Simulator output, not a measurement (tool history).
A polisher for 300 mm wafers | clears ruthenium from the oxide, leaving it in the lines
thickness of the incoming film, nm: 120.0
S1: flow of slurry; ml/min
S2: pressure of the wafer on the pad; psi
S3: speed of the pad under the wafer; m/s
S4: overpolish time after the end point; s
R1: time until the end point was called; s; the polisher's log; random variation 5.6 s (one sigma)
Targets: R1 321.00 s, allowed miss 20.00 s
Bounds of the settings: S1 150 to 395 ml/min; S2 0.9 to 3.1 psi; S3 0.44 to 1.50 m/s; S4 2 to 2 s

run  hour   S1   S2    S3  S4      R1
  1   0.0  250  2.0  0.96   2  111.99
  2   4.3  250  2.0  0.84   2  128.77
  3  10.3  205  2.0  0.84   2  129.03
  4  17.9  205  2.0  0.68   2  162.26
  5  18.4  205  2.0  0.68   2  162.38
  6  26.4  205  2.0  0.76   2  145.79
  7  30.6  205  1.8  0.72   2  171.37
  8  38.6  205  1.6  0.70   2  200.96
  9  47.6  205  1.5  0.68   2  214.33
 10  48.2  205  1.4  0.66   2  238.79
 11  52.5  205  1.3  0.66   2  248.29
 12  60.3  205  1.2  0.66   2  270.11
 13  64.8  205  1.1  0.66   2  293.68
 14  66.5  205  0.9  0.66   2  365.10
 15  70.5  205  1.1  0.66   2  288.58

Which of these 5 next moves meets every target?
  A  74.5  180  1.4  0.68   2   ?
  B  74.5  260  1.2  0.76   2   ?
  C  74.5  220  1.2  0.72   2   ?
  D  74.5  230  1.2  0.56   2   ?
  E  74.5  275  1.5  0.54   2   ?

move      R1
   A  234.93
   B  232.25
   C  249.78
   D  315.68
   E  258.51
A: further off than the last run
B: further off than the last run
C: further off than the last run
D: meets every target
E: further off than the last run
Answer: D
